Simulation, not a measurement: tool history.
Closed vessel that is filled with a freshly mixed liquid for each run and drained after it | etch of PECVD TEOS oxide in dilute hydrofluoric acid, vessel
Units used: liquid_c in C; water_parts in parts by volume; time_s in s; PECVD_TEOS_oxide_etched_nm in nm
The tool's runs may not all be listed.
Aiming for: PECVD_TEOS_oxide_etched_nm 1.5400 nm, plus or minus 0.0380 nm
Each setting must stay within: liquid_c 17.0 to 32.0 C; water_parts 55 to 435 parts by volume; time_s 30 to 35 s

| run | hour | liquid_c | water_parts | time_s | PECVD_TEOS_oxide_etched_nm |
|---|---|---|---|---|---|
| 1 | 0.0 | 24.0 | 245 | 35 | 2.8231 |
| 2 | 4.4 | 27.0 | 245 | 35 | 3.1478 |
| 3 | 12.8 | 30.5 | 245 | 35 | 3.5438 |
| 4 | 18.9 | 28.0 | 260 | 35 | 3.0249 |
| 5 | 23.8 | 25.5 | 260 | 35 | 2.7837 |
| 6 | 28.4 | 29.0 | 260 | 35 | 3.1234 |
| 7 | 31.2 | 26.5 | 275 | 35 | 2.6501 |
| 8 | 35.5 | 24.5 | 285 | 35 | 2.3477 |
| 9 | 44.1 | 23.0 | 290 | 35 | 2.1899 |
| 10 | 49.7 | 22.0 | 295 | 35 | 2.1083 |
| 11 | 51.5 | 21.0 | 305 | 35 | 1.8979 |
| 12 | 52.8 | 20.0 | 310 | 35 | 1.8164 |
| 13 | 58.4 | 19.5 | 315 | 35 | 1.7567 |
| 14 | 62.5 | 19.0 | 320 | 35 | 1.6843 |

Consider the 4 candidate settings below. Which is the only one whose results all fall within their allowed miss of target?
| A | 66.6 | 20.5 | 330 | 30 | ? |
| B | 66.6 | 17.5 | 320 | 35 | ? |
| C | 66.6 | 20.0 | 300 | 30 | ? |
| D | 66.6 | 21.0 | 360 | 35 | ? |

| move | PECVD_TEOS_oxide_etched_nm |
|---|---|
| A | 1.4645 |
| B | 1.5929 |
| C | 1.6248 |
| D | 1.5529 |
A: takes the biggest miss from the last run beyond its target
B: closer than the last run, but not yet in spec
C: closer than the last run, but not yet in spec
D: all results land within tolerance of their targets
Go with D: it meets all targets.
